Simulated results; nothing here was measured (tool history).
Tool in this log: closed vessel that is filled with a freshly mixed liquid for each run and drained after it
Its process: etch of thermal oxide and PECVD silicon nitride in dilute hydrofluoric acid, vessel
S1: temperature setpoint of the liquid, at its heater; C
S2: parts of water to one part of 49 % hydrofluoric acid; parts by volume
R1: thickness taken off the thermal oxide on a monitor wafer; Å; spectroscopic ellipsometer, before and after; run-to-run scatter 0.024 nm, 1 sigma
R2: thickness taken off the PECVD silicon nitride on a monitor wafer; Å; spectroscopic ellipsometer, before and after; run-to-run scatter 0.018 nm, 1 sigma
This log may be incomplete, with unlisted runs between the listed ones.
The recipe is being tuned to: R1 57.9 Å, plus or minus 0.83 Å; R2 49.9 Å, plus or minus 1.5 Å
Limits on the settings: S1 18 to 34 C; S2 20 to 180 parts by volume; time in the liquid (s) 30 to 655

Run 1, day 0: S1 26 C, S2 100 parts by volume, time in the liquid (s) 335. Result: R1 167.97 Å, R2 143.45 Å.
Run 2, day 0.038: S1 25 C, S2 120 parts by volume, time in the liquid (s) 335. Result: R1 131.59 Å, R2 111.4 Å.
Run 3, day 0.096: S1 25 C, S2 135 parts by volume, time in the liquid (s) 335. Result: R1 114.53 Å, R2 100.18 Å.
Run 4, day 0.425: S1 25 C, S2 105 parts by volume, time in the liquid (s) 335. Result: R1 153.18 Å, R2 127.39 Å.
Run 5, day 0.758: S1 25 C, S2 90 parts by volume, time in the liquid (s) 335. Result: R1 181.19 Å, R2 148.34 Å.
Run 6, day 1.042: S1 24.5 C, S2 110 parts by volume, time in the liquid (s) 330. Result: R1 140.04 Å, R2 115.03 Å.
Run 7, day 1.412: S1 23 C, S2 150 parts by volume, time in the liquid (s) 315. Result: R1 87.914 Å, R2 74.309 Å.
Run 8, day 1.783: S1 22.5 C, S2 155 parts by volume, time in the liquid (s) 310. Result: R1 82.183 Å, R2 68.19 Å.
Run 9, day 2.033: S1 22.5 C, S2 160 parts by volume, time in the liquid (s) 300. Result: R1 76.157 Å, R2 63.906 Å.
Run 10, day 2.325: S1 22.5 C, S2 165 parts by volume, time in the liquid (s) 295. Result: R1 72.221 Å, R2 61.093 Å.
Run 11, day 2.496: S1 22.5 C, S2 170 parts by volume, time in the liquid (s) 290. Result: R1 68.514 Å, R2 58.326 Å.
Run 12, day 2.621: S1 22.5 C, S2 170 parts by volume, time in the liquid (s) 285. Result: R1 67.831 Å, R2 56.989 Å.
Run 13, day 2.817: S1 22.5 C, S2 180 parts by volume, time in the liquid (s) 270. Result: R1 60.44 Å, R2 51.375 Å.
Run 14, day 3.154: S1 22.5 C, S2 180 parts by volume, time in the liquid (s) 265. Result: R1 58.801 Å, R2 50.176 Å.

Which of these 5 next moves meets every target?
Run A, day 3.492: S1 21 C, S2 180 parts by volume, time in the liquid (s) 275. Result: R1 ?, R2 ?.
Run B, day 3.492: S1 22.5 C, S2 180 parts by volume, time in the liquid (s) 275. Result: R1 ?, R2 ?.
Run C, day 3.492: S1 23 C, S2 180 parts by volume, time in the liquid (s) 255. Result: R1 ?, R2 ?.
Run D, day 3.492: S1 23 C, S2 155 parts by volume, time in the liquid (s) 225. Result: R1 ?, R2 ?.
Run E, day 3.492: S1 22.5 C, S2 170 parts by volume, time in the liquid (s) 250. Result: R1 ?, R2 ?.

move      R1      R2
   A  57.693  47.165
   B   61.11  51.999
   C  57.752  49.797
   D  60.815  50.914
   E  59.455  50.005
A: brings the result that was furthest off to its target, and leaves another outside
B: lands further from the targets than the last run did
C: all results in spec
D: lands further from the targets than the last run did
E: lands further from the targets than the last run did
Answer: C
